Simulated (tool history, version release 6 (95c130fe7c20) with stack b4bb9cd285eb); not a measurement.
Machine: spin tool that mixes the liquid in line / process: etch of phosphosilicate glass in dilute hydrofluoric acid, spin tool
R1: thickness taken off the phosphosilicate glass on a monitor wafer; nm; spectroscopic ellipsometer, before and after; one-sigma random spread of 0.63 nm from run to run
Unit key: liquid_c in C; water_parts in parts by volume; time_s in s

run 1 day=0.000 | liquid_c=20.0 water_parts=70 time_s=55 | R1=137.080
run 2 day=0.283 | liquid_c=20.0 water_parts=70 time_s=55 | R1=138.040
run 3 day=0.546 | liquid_c=20.0 water_parts=70 time_s=55 | R1=137.980
run 4 day=0.867 | liquid_c=20.0 water_parts=55 time_s=55 | R1=176.870
run 5 day=1.038 | liquid_c=23.0 water_parts=55 time_s=55 | R1=201.670
run 6 day=1.138 | liquid_c=23.0 water_parts=55 time_s=55 | R1=200.870
run 7 day=1.308 | liquid_c=21.5 water_parts=70 time_s=55 | R1=145.830
run 8 day=1.462 | liquid_c=20.5 water_parts=80 time_s=55 | R1=122.370
run 9 day=1.558 | liquid_c=19.5 water_parts=85 time_s=55 | R1=108.410
run 10 day=1.804 | liquid_c=19.0 water_parts=90 time_s=55 | R1=100.660
run 11 day=1.975 | liquid_c=18.5 water_parts=95 time_s=55 | R1=92.396
run 12 day=2.000 | liquid_c=18.0 water_parts=100 time_s=55 | R1=85.264
run 13 day=2.154 | liquid_c=18.0 water_parts=100 time_s=55 | R1=86.161

Run 14, settings as shown, results not yet in. Your forecast:
run 14 day=2.238 | liquid_c=17.5 water_parts=105 time_s=55 | R1=?

R1: 78.343 nm

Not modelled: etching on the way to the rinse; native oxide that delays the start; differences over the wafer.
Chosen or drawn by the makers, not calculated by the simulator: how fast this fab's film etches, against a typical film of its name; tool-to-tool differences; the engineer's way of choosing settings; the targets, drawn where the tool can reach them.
